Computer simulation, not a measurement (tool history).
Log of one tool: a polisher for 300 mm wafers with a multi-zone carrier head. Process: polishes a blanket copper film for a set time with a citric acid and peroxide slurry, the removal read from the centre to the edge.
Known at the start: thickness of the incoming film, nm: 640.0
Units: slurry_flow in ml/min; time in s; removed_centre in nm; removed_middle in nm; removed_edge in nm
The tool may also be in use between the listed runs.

Run 1, day 0.000: slurry_flow 180 ml/min, centre_zone 1.00, middle_zone 1.00, edge_zone 1.00, slurry_solids 1.00, time 65 s. Result: removed_centre 164.24 nm, removed_middle 168.27 nm, removed_edge 165.98 nm.
Run 2, day 0.192: slurry_flow 180 ml/min, centre_zone 1.00, middle_zone 1.00, edge_zone 1.00, slurry_solids 1.00, time 80 s. Result: removed_centre 201.46 nm, removed_middle 212.11 nm, removed_edge 204.23 nm.
Run 3, day 0.421: slurry_flow 180 ml/min, centre_zone 1.00, middle_zone 1.00, edge_zone 1.00, slurry_solids 0.80, time 80 s. Result: removed_centre 185.16 nm, removed_middle 198.46 nm, removed_edge 191.82 nm.
Run 4, day 0.558: slurry_flow 180 ml/min, centre_zone 1.00, middle_zone 1.00, edge_zone 0.94, slurry_solids 0.80, time 80 s. Result: removed_centre 187.80 nm, removed_middle 197.69 nm, removed_edge 188.42 nm.
Run 5, day 0.879: slurry_flow 175 ml/min, centre_zone 1.01, middle_zone 1.02, edge_zone 0.91, slurry_solids 0.70, time 77 s. Result: removed_centre 181.10 nm, removed_middle 184.25 nm, removed_edge 172.12 nm.
Run 6, day 1.192: slurry_flow 170 ml/min, centre_zone 0.99, middle_zone 1.03, edge_zone 0.89, slurry_solids 0.65, time 75 s. Result: removed_centre 165.83 nm, removed_middle 176.47 nm, removed_edge 163.44 nm.

Run 7 comes next. What will it give?
Run 7, day 1.446: slurry_flow 165 ml/min, centre_zone 0.99, middle_zone 1.04, edge_zone 0.87, slurry_solids 0.60, time 74 s. Result: removed_centre ?, removed_middle ?, removed_edge ?.

Run 7 gave removed_centre 158.87 nm, removed_middle 170.75 nm, removed_edge 156.68 nm.
